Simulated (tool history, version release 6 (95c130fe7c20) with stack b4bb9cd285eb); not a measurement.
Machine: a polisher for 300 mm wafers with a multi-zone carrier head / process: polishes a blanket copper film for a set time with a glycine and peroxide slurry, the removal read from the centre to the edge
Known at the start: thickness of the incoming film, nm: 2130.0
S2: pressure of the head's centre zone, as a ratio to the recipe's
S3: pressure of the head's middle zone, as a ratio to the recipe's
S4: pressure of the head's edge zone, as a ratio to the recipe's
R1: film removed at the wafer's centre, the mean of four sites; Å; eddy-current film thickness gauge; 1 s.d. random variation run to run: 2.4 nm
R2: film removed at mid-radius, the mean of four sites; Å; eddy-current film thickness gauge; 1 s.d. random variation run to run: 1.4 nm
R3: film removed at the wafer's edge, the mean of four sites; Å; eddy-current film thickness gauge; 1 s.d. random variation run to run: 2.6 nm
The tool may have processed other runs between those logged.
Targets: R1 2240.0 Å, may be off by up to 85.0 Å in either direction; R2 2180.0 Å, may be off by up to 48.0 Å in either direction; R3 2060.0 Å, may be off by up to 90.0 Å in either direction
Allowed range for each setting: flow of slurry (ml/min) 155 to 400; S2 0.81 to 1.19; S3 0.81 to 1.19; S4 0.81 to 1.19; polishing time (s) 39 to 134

{"run": 1, "day": 0.0, "flow of slurry (ml/min)": 255, "S2": 1.0, "S3": 1.0, "S4": 1.0, "polishing time (s)": 86, "R1": 3683.9, "R2": 3780.1, "R3": 3694.9}
{"run": 2, "day": 0.233, "flow of slurry (ml/min)": 255, "S2": 1.08, "S3": 1.0, "S4": 1.0, "polishing time (s)": 86, "R1": 3949.3, "R2": 3776.2, "R3": 3761.7}
{"run": 3, "day": 0.425, "flow of slurry (ml/min)": 255, "S2": 1.07, "S3": 0.99, "S4": 0.98, "polishing time (s)": 81, "R1": 3767.6, "R2": 3521.7, "R3": 3566.4}
{"run": 4, "day": 0.662, "flow of slurry (ml/min)": 255, "S2": 1.07, "S3": 0.92, "S4": 0.98, "polishing time (s)": 81, "R1": 3765.5, "R2": 3331.3, "R3": 3520.6}
{"run": 5, "day": 0.983, "flow of slurry (ml/min)": 260, "S2": 1.06, "S3": 0.93, "S4": 0.96, "polishing time (s)": 76, "R1": 3438.2, "R2": 3142.8, "R3": 3238.6}
{"run": 6, "day": 1.267, "flow of slurry (ml/min)": 260, "S2": 1.06, "S3": 0.93, "S4": 0.9, "polishing time (s)": 76, "R1": 3495.4, "R2": 3134.3, "R3": 3126.2}
{"run": 7, "day": 1.367, "flow of slurry (ml/min)": 260, "S2": 1.05, "S3": 0.93, "S4": 0.89, "polishing time (s)": 73, "R1": 3328.7, "R2": 3036.2, "R3": 2972.7}
{"run": 8, "day": 1.504, "flow of slurry (ml/min)": 260, "S2": 1.05, "S3": 0.93, "S4": 0.89, "polishing time (s)": 73, "R1": 3306.1, "R2": 2991.6, "R3": 3018.8}
{"run": 9, "day": 1.633, "flow of slurry (ml/min)": 270, "S2": 1.04, "S3": 0.93, "S4": 0.88, "polishing time (s)": 70, "R1": 3145.7, "R2": 2923.5, "R3": 2911.3}
{"run": 10, "day": 1.738, "flow of slurry (ml/min)": 260, "S2": 1.03, "S3": 0.93, "S4": 0.87, "polishing time (s)": 68, "R1": 2983.0, "R2": 2826.3, "R3": 2776.8}
{"run": 11, "day": 2.1, "flow of slurry (ml/min)": 255, "S2": 1.03, "S3": 0.93, "S4": 0.86, "polishing time (s)": 66, "R1": 2945.9, "R2": 2690.7, "R3": 2707.5}
{"run": 12, "day": 2.129, "flow of slurry (ml/min)": 265, "S2": 1.03, "S3": 0.93, "S4": 0.85, "polishing time (s)": 64, "R1": 2806.3, "R2": 2643.5, "R3": 2584.7}
{"run": 13, "day": 2.229, "flow of slurry (ml/min)": 335, "S2": 1.02, "S3": 0.88, "S4": 0.81, "polishing time (s)": 44, "R1": 1991.3, "R2": 1792.1, "R3": 1800.1}
{"run": 14, "day": 2.462, "flow of slurry (ml/min)": 270, "S2": 1.07, "S3": 0.98, "S4": 0.91, "polishing time (s)": 43, "R1": 1972.2, "R2": 1870.2, "R3": 1800.8}
{"run": 15, "day": 2.642, "flow of slurry (ml/min)": 270, "S2": 1.07, "S3": 0.98, "S4": 0.91, "polishing time (s)": 44, "R1": 2018.1, "R2": 1917.6, "R3": 1820.5}
{"run": 16, "day": 2.804, "flow of slurry (ml/min)": 330, "S2": 1.12, "S3": 1.07, "S4": 1.01, "polishing time (s)": 48, "R1": 2405.3, "R2": 2305.3, "R3": 2153.6}
{"run": 17, "day": 3.025, "flow of slurry (ml/min)": 325, "S2": 1.12, "S3": 1.07, "S4": 1.01, "polishing time (s)": 48, "R1": 2378.1, "R2": 2281.7, "R3": 2119.6}
{"run": 18, "day": 3.379, "flow of slurry (ml/min)": 320, "S2": 1.12, "S3": 1.07, "S4": 1.01, "polishing time (s)": 48, "R1": 2382.8, "R2": 2254.1, "R3": 2118.9}
{"run": 19, "day": 3.629, "flow of slurry (ml/min)": 315, "S2": 1.12, "S3": 1.07, "S4": 1.01, "polishing time (s)": 48, "R1": 2339.4, "R2": 2277.4, "R3": 2159.9}
{"run": 20, "day": 3.775, "flow of slurry (ml/min)": 315, "S2": 1.12, "S3": 1.07, "S4": 1.01, "polishing time (s)": 48, "R1": 2371.9, "R2": 2316.7, "R3": 2108.1}
{"run": 21, "day": 4.042, "flow of slurry (ml/min)": 310, "S2": 1.12, "S3": 1.06, "S4": 1.01, "polishing time (s)": 48, "R1": 2364.4, "R2": 2260.5, "R3": 2153.6}
{"run": 22, "day": 4.267, "flow of slurry (ml/min)": 305, "S2": 1.12, "S3": 1.06, "S4": 1.01, "polishing time (s)": 48, "R1": 2329.4, "R2": 2260.3, "R3": 2087.4}
{"run": 23, "day": 4.425, "flow of slurry (ml/min)": 300, "S2": 1.12, "S3": 1.06, "S4": 1.01, "polishing time (s)": 48, "R1": 2373.6, "R2": 2233.9, "R3": 2160.6}
{"run": 24, "day": 4.6, "flow of slurry (ml/min)": 295, "S2": 1.1, "S3": 1.05, "S4": 0.98, "polishing time (s)": 48, "R1": 2337.5, "R2": 2243.5, "R3": 2124.1}

Which one of the following 5 next-run settings gets every result inside its allowed miss? There is exactly one.
{"run": "A", "day": 4.775, "flow of slurry (ml/min)": 300, "S2": 1.0, "S3": 0.99, "S4": 0.96, "polishing time (s)": 47, "R1": "?", "R2": "?", "R3": "?"}
{"run": "B", "day": 4.775, "flow of slurry (ml/min)": 285, "S2": 1.07, "S3": 1.1, "S4": 0.95, "polishing time (s)": 48, "R1": "?", "R2": "?", "R3": "?"}
{"run": "C", "day": 4.775, "flow of slurry (ml/min)": 270, "S2": 0.97, "S3": 1.07, "S4": 1.06, "polishing time (s)": 50, "R1": "?", "R2": "?", "R3": "?"}
{"run": "D", "day": 4.775, "flow of slurry (ml/min)": 340, "S2": 1.17, "S3": 1.02, "S4": 0.93, "polishing time (s)": 47, "R1": "?", "R2": "?", "R3": "?"}
{"run": "E", "day": 4.775, "flow of slurry (ml/min)": 300, "S2": 1.1, "S3": 1.06, "S4": 1.0, "polishing time (s)": 46, "R1": "?", "R2": "?", "R3": "?"}

move=A R1=2087.7 R2=2116.9 R3=2005.0
move=B R1=2270.5 R2=2350.7 R3=2026.1
move=C R1=2127.5 R2=2377.8 R3=2216.0
move=D R1=2478.7 R2=2195.5 R3=1992.8
move=E R1=2250.3 R2=2194.1 R3=1999.2
A: takes the result that was furthest off past its target
B: its largest miss is bigger than the last run's
C: its largest miss is bigger than the last run's
D: meets the target for the result that was furthest off, but another lies outside its allowed miss
E: hits every target within its allowed miss
The right move is E.
